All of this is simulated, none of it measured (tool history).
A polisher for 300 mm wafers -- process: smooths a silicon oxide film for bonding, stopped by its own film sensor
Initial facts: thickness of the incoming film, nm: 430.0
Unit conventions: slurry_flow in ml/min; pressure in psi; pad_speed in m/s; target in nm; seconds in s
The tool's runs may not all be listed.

run,hour,slurry_flow,pressure,pad_speed,slurry_solids,target,seconds
1,0.0,275,1.8,0.74,1.00,377,126.56
2,5.8,275,1.9,0.74,1.00,377,123.90
3,7.7,275,2.0,0.74,1.00,377,116.34
4,8.8,275,1.7,0.74,1.00,377,135.32
5,16.7,275,1.7,0.74,1.15,377,127.94
6,20.2,275,1.7,0.86,1.15,377,114.22

The next listed run, before its measurement:
7,27.9,275,1.8,0.86,1.15,377,?

seconds: 110.56 s
